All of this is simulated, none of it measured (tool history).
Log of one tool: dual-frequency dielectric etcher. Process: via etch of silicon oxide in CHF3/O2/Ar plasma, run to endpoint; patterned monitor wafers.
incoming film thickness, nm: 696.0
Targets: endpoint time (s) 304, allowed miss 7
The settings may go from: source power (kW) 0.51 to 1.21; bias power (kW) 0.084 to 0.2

run 1 hour=0 | source_power_(kW)=0.86 bias_power_(kW)=0.142 | endpoint_time_(s)=347.28
run 2 hour=3.2 | source_power_(kW)=0.86 bias_power_(kW)=0.118 | endpoint_time_(s)=378.76
run 3 hour=4.8 | source_power_(kW)=1.01 bias_power_(kW)=0.118 | endpoint_time_(s)=353.94
run 4 hour=6.4 | source_power_(kW)=1.01 bias_power_(kW)=0.092 | endpoint_time_(s)=397.56
run 5 hour=14 | source_power_(kW)=1.06 bias_power_(kW)=0.105 | endpoint_time_(s)=367.65
run 6 hour=22 | source_power_(kW)=1.06 bias_power_(kW)=0.096 | endpoint_time_(s)=381.51
run 7 hour=25.1 | source_power_(kW)=1.1 bias_power_(kW)=0.107 | endpoint_time_(s)=359.34
run 8 hour=26.4 | source_power_(kW)=1.13 bias_power_(kW)=0.116 | endpoint_time_(s)=342.19
run 9 hour=34.1 | source_power_(kW)=1.15 bias_power_(kW)=0.122 | endpoint_time_(s)=332.58
run 10 hour=42.6 | source_power_(kW)=1.17 bias_power_(kW)=0.127 | endpoint_time_(s)=322.63
run 11 hour=48.4 | source_power_(kW)=1.18 bias_power_(kW)=0.13 | endpoint_time_(s)=318
run 12 hour=57.1 | source_power_(kW)=1.19 bias_power_(kW)=0.132 | endpoint_time_(s)=316.39
run 13 hour=57.7 | source_power_(kW)=1.19 bias_power_(kW)=0.132 | endpoint_time_(s)=316.45
run 14 hour=66.4 | source_power_(kW)=1.2 bias_power_(kW)=0.134 | endpoint_time_(s)=313.57

5 next moves are on the table. One of them brings every result within its allowed miss. Which?
run A hour=75.1 | source_power_(kW)=1.21 bias_power_(kW)=0.14 | endpoint_time_(s)=?
run B hour=75.1 | source_power_(kW)=1.21 bias_power_(kW)=0.115 | endpoint_time_(s)=?
run C hour=75.1 | source_power_(kW)=1.21 bias_power_(kW)=0.12 | endpoint_time_(s)=?
run D hour=75.1 | source_power_(kW)=1.13 bias_power_(kW)=0.127 | endpoint_time_(s)=?
run E hour=75.1 | source_power_(kW)=1.18 bias_power_(kW)=0.127 | endpoint_time_(s)=?

move=A endpoint_time_(s)=305.99
move=B endpoint_time_(s)=333.5
move=C endpoint_time_(s)=327.29
move=D endpoint_time_(s)=328.15
move=E endpoint_time_(s)=322.49
A: meets every target
B: further off than the last run
C: further off than the last run
D: further off than the last run
E: further off than the last run
Answer: A

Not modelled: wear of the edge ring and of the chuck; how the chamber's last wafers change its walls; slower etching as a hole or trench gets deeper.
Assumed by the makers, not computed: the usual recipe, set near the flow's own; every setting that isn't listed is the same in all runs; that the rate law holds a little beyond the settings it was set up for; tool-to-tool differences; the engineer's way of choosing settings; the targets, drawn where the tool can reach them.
